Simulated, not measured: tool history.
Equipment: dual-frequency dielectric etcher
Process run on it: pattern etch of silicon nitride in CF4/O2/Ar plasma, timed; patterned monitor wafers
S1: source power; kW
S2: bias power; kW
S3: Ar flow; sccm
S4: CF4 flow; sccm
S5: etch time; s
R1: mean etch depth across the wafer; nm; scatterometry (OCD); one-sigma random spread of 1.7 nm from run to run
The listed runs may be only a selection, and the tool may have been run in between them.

{"run": 1, "hour": 0.0, "S1": 0.44, "S2": 0.047, "S3": 113, "S4": 135, "S5": 604, "R1": 999.02}
{"run": 2, "hour": 6.7, "S1": 0.39, "S2": 0.045, "S3": 115, "S4": 133, "S5": 604, "R1": 854.84}
{"run": 3, "hour": 9.1, "S1": 0.39, "S2": 0.045, "S3": 115, "S4": 112, "S5": 604, "R1": 832.59}
{"run": 4, "hour": 12.7, "S1": 0.39, "S2": 0.045, "S3": 115, "S4": 112, "S5": 630, "R1": 870.95}
{"run": 5, "hour": 17.1, "S1": 0.36, "S2": 0.045, "S3": 115, "S4": 112, "S5": 630, "R1": 793.27}
{"run": 6, "hour": 21.7, "S1": 0.36, "S2": 0.049, "S3": 115, "S4": 112, "S5": 630, "R1": 828.53}
{"run": 7, "hour": 28.6, "S1": 0.27, "S2": 0.045, "S3": 117, "S4": 109, "S5": 627, "R1": 568.38}

Estimate the outcome of run 8 from the log above:
{"run": 8, "hour": 32.5, "S1": 0.28, "S2": 0.045, "S3": 117, "S4": 109, "S5": 627, "R1": "?"}

Run 8 measured R1 590.48 nm.
